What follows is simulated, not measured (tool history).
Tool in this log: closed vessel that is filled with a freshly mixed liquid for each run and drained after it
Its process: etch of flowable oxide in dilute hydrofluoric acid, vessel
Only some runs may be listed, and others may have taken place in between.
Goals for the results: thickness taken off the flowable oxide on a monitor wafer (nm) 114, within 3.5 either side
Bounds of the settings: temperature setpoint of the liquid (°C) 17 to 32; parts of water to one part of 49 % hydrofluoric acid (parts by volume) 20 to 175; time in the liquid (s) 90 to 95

| run | day | temperature setpoint of the liquid (°C) | parts of water to one part of 49 % hydrofluoric acid (parts by volume) | time in the liquid (s) | thickness taken off the flowable oxide on a monitor wafer (nm) |
|---|---|---|---|---|---|
| 1 | 0 | 24 | 95 | 90 | 49.436 |
| 2 | 0.208 | 24 | 95 | 90 | 49.659 |
| 3 | 0.521 | 26.5 | 80 | 90 | 65.282 |
| 4 | 0.696 | 28 | 80 | 90 | 69.902 |
| 5 | 0.75 | 28 | 110 | 90 | 49.099 |
| 6 | 1.108 | 28 | 110 | 90 | 48.642 |
| 7 | 1.367 | 29 | 90 | 90 | 63.365 |
| 8 | 1.558 | 30 | 75 | 90 | 81.326 |
| 9 | 1.671 | 32 | 50 | 90 | 134.7 |
| 10 | 1.779 | 31 | 50 | 90 | 131.68 |

Consider the 4 candidate settings below. Which is the only one whose results all fall within their allowed miss of target?
| A | 1.888 | 28.5 | 45 | 95 | ? |
| B | 1.888 | 23.5 | 45 | 95 | ? |
| C | 1.888 | 32 | 45 | 95 | ? |
| D | 1.888 | 28.5 | 40 | 95 | ? |

| move | thickness taken off the flowable oxide on a monitor wafer (nm) |
|---|---|
| A | 140.51 |
| B | 114.65 |
| C | 161.26 |
| D | 159.26 |
A: lands further from the targets than the last run did
B: every result within its allowed miss
C: lands further from the targets than the last run did
D: lands further from the targets than the last run did
Move B is the one to make.
